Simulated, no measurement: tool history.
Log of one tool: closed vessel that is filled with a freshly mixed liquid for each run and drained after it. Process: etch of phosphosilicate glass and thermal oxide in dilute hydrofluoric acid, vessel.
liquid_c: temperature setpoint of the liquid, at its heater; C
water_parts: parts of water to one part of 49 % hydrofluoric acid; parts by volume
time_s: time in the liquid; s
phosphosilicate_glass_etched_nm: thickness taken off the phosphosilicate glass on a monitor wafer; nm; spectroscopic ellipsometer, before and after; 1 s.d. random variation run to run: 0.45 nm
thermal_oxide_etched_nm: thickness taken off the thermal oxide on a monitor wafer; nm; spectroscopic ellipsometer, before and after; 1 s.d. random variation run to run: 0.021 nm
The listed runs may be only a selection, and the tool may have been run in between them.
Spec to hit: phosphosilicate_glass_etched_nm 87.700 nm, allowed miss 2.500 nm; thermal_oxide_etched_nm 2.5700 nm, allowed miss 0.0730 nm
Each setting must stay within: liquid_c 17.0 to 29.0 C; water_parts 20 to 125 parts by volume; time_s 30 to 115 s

run  hour  liquid_c  water_parts  time_s  phosphosilicate_glass_etched_nm  thermal_oxide_etched_nm
  1   0.0      21.0           70      60                          145.970                   4.3974
  2   6.0      20.5           75      60                          133.270                   3.9336
  3  12.7      20.0           80      60                          123.820                   3.5821
  4  17.3      20.0           95      60                          100.910                   2.9990
  5  24.5      22.5           95      60                          111.570                   3.2614
  6  32.9      21.5           95      60                          107.560                   3.1289
  7  38.0      20.5           95      60                          102.410                   3.0384
  8  46.0      20.0           95      60                          100.520                   2.9475
  9  51.7      19.5           95      60                           99.546                   2.8636
 10  57.4      19.0          100      60                           91.374                   2.6988

Next run, 5 choices. One meets every target within its allowed miss, the rest don't. Which?
  A  63.1      19.5          100      60                                ?                        ?
  B  63.1      22.0          100      55                                ?                        ?
  C  63.1      23.0          120      60                                ?                        ?
  D  63.1      19.5          110      70                                ?                        ?
  E  63.1      19.5           90      55                                ?                        ?

move  phosphosilicate_glass_etched_nm  thermal_oxide_etched_nm
   A                           93.886                   2.6963
   B                           95.303                   2.7370
   C                           88.083                   2.5297
   D                           98.491                   2.8286
   E                           96.693                   2.7769
A: moves away from the targets compared with the last run
B: moves away from the targets compared with the last run
C: all results land within tolerance of their targets
D: moves away from the targets compared with the last run
E: moves away from the targets compared with the last run
The move that meets every target is C.
